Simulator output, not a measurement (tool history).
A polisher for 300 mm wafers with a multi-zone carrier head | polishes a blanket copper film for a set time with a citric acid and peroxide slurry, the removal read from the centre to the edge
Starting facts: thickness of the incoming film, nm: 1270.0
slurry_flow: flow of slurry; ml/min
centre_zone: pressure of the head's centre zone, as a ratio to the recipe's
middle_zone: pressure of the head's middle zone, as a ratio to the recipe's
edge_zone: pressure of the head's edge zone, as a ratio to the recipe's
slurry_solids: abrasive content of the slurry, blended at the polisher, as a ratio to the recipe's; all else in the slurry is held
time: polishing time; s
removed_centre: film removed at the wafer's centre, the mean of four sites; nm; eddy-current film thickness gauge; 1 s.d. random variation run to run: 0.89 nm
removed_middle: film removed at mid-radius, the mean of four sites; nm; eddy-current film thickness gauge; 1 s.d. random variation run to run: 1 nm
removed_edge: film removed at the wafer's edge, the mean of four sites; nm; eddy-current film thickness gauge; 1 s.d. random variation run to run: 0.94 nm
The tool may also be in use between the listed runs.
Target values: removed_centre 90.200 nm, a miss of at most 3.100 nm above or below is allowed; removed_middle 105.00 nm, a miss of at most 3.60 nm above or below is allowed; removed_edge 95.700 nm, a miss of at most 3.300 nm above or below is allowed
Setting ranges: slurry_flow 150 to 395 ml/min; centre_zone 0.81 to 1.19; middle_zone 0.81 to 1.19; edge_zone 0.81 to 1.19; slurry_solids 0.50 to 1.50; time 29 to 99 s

Run 1, hour 0.0: slurry_flow 250 ml/min, centre_zone 1.00, middle_zone 1.00, edge_zone 1.00, slurry_solids 1.00, time 64 s. Result: removed_centre 134.350 nm, removed_middle 134.19 nm, removed_edge 131.830 nm.
Run 2, hour 8.4: slurry_flow 245 ml/min, centre_zone 0.98, middle_zone 1.00, edge_zone 0.98, slurry_solids 0.90, time 62 s. Result: removed_centre 124.960 nm, removed_middle 128.57 nm, removed_edge 124.270 nm.
Run 3, hour 11.4: slurry_flow 245 ml/min, centre_zone 0.92, middle_zone 1.00, edge_zone 0.98, slurry_solids 0.90, time 62 s. Result: removed_centre 117.150 nm, removed_middle 127.00 nm, removed_edge 123.290 nm.
Run 4, hour 15.8: slurry_flow 240 ml/min, centre_zone 0.91, middle_zone 1.00, edge_zone 0.96, slurry_solids 0.85, time 61 s. Result: removed_centre 112.690 nm, removed_middle 121.75 nm, removed_edge 117.920 nm.
Run 5, hour 21.8: slurry_flow 240 ml/min, centre_zone 0.94, middle_zone 1.00, edge_zone 0.96, slurry_solids 0.85, time 61 s. Result: removed_centre 114.820 nm, removed_middle 122.07 nm, removed_edge 118.590 nm.
Run 6, hour 25.9: slurry_flow 240 ml/min, centre_zone 0.94, middle_zone 1.00, edge_zone 0.96, slurry_solids 0.65, time 61 s. Result: removed_centre 109.950 nm, removed_middle 119.25 nm, removed_edge 112.600 nm.
Run 7, hour 32.0: slurry_flow 235 ml/min, centre_zone 0.92, middle_zone 1.00, edge_zone 0.94, slurry_solids 0.60, time 60 s. Result: removed_centre 104.780 nm, removed_middle 112.16 nm, removed_edge 106.400 nm.
Run 8, hour 32.9: slurry_flow 230 ml/min, centre_zone 0.90, middle_zone 1.00, edge_zone 0.93, slurry_solids 0.60, time 60 s. Result: removed_centre 102.460 nm, removed_middle 111.20 nm, removed_edge 106.440 nm.
Run 9, hour 37.0: slurry_flow 225 ml/min, centre_zone 0.89, middle_zone 1.01, edge_zone 0.91, slurry_solids 0.60, time 60 s. Result: removed_centre 99.330 nm, removed_middle 112.13 nm, removed_edge 107.420 nm.
Run 10, hour 41.1: slurry_flow 235 ml/min, centre_zone 0.89, middle_zone 1.02, edge_zone 0.91, slurry_solids 0.60, time 59 s. Result: removed_centre 98.437 nm, removed_middle 112.69 nm, removed_edge 103.080 nm.
Run 11, hour 43.0: slurry_flow 235 ml/min, centre_zone 0.88, middle_zone 1.02, edge_zone 0.90, slurry_solids 0.60, time 59 s. Result: removed_centre 98.519 nm, removed_middle 112.62 nm, removed_edge 104.690 nm.
Run 12, hour 45.2: slurry_flow 235 ml/min, centre_zone 0.88, middle_zone 1.02, edge_zone 0.89, slurry_solids 0.60, time 59 s. Result: removed_centre 97.440 nm, removed_middle 110.52 nm, removed_edge 105.220 nm.
Run 13, hour 47.4: slurry_flow 230 ml/min, centre_zone 0.88, middle_zone 1.03, edge_zone 0.89, slurry_solids 0.60, time 58 s. Result: removed_centre 94.756 nm, removed_middle 109.55 nm, removed_edge 100.170 nm.
Run 14, hour 54.6: slurry_flow 225 ml/min, centre_zone 0.88, middle_zone 1.03, edge_zone 0.88, slurry_solids 0.60, time 58 s. Result: removed_centre 95.472 nm, removed_middle 111.94 nm, removed_edge 99.880 nm.
Run 15, hour 58.1: slurry_flow 225 ml/min, centre_zone 0.88, middle_zone 1.03, edge_zone 0.88, slurry_solids 0.60, time 58 s. Result: removed_centre 96.000 nm, removed_middle 109.21 nm, removed_edge 99.742 nm.
Run 16, hour 66.2: slurry_flow 220 ml/min, centre_zone 0.87, middle_zone 1.03, edge_zone 0.88, slurry_solids 0.60, time 58 s. Result: removed_centre 93.540 nm, removed_middle 110.03 nm, removed_edge 98.092 nm.

Below are 5 possible settings for the next run. Only one of them brings all results inside the allowed miss of their targets. Which is it?
Run A, hour 74.3: slurry_flow 225 ml/min, centre_zone 0.89, middle_zone 1.05, edge_zone 0.81, slurry_solids 0.90, time 54 s. Result: removed_centre ?, removed_middle ?, removed_edge ?.
Run B, hour 74.3: slurry_flow 320 ml/min, centre_zone 0.82, middle_zone 0.92, edge_zone 0.98, slurry_solids 0.50, time 58 s. Result: removed_centre ?, removed_middle ?, removed_edge ?.
Run C, hour 74.3: slurry_flow 155 ml/min, centre_zone 1.00, middle_zone 1.00, edge_zone 0.87, slurry_solids 0.60, time 56 s. Result: removed_centre ?, removed_middle ?, removed_edge ?.
Run D, hour 74.3: slurry_flow 320 ml/min, centre_zone 0.84, middle_zone 0.99, edge_zone 0.83, slurry_solids 0.55, time 56 s. Result: removed_centre ?, removed_middle ?, removed_edge ?.
Run E, hour 74.3: slurry_flow 235 ml/min, centre_zone 0.98, middle_zone 1.10, edge_zone 0.86, slurry_solids 0.55, time 56 s. Result: removed_centre ?, removed_middle ?, removed_edge ?.

move  removed_centre  removed_middle  removed_edge
   A          98.186          115.47        96.862
   B          90.097          103.74       104.210
   C          99.447          100.78        91.996
   D          90.780          107.79        94.825
   E         102.450          113.18        93.909
A: the biggest miss grows against the last run
B: corrects the largest miss of the last run, while another result sits out of spec
C: pushes the last run's worst result past its target
D: all results land within tolerance of their targets
E: the biggest miss grows against the last run
Move D is the one to make.
